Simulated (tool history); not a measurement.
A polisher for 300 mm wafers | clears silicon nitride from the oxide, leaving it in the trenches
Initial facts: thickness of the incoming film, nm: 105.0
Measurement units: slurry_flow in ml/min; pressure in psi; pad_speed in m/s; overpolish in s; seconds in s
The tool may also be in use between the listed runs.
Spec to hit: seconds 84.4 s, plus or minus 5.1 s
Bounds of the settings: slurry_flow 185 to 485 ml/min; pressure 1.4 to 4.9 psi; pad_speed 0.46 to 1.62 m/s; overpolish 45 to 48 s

| run | day | slurry_flow | pressure | pad_speed | overpolish | seconds |
|---|---|---|---|---|---|---|
| 1 | 0 | 310 | 3.1 | 1.04 | 45 | 123.24 |
| 2 | 0.233 | 310 | 3.2 | 1.04 | 45 | 117.73 |
| 3 | 0.475 | 310 | 3.2 | 1.2 | 45 | 104.66 |
| 4 | 0.671 | 310 | 3.2 | 1.1 | 45 | 114.56 |
| 5 | 0.988 | 310 | 3.3 | 1.1 | 45 | 110.79 |
| 6 | 1.121 | 310 | 3.4 | 1.1 | 45 | 109.85 |
| 7 | 1.45 | 310 | 3.5 | 1.1 | 45 | 107.21 |
| 8 | 1.746 | 310 | 3.6 | 1.1 | 45 | 103.43 |
| 9 | 1.975 | 310 | 3.7 | 1.1 | 45 | 96.055 |
| 10 | 2.225 | 310 | 3.9 | 1.1 | 45 | 91.651 |
| 11 | 2.3 | 310 | 4 | 1.1 | 45 | 92.393 |

5 candidate next runs follow, results not yet known. Just one meets every target within its allowed miss. Identify it.
| A | 2.375 | 335 | 4 | 1.04 | 45 | ? |
| B | 2.375 | 295 | 3.9 | 1.1 | 45 | ? |
| C | 2.375 | 235 | 3 | 1.34 | 45 | ? |
| D | 2.375 | 450 | 4.2 | 1.14 | 45 | ? |
| E | 2.375 | 340 | 4.3 | 1 | 48 | ? |

| move | seconds |
|---|---|
| A | 96.213 |
| B | 94.348 |
| C | 102.61 |
| D | 82.266 |
| E | 93.018 |
A: the biggest miss grows against the last run
B: the biggest miss grows against the last run
C: the biggest miss grows against the last run
D: every result lands within tolerance
E: the biggest miss grows against the last run
The right move is D.
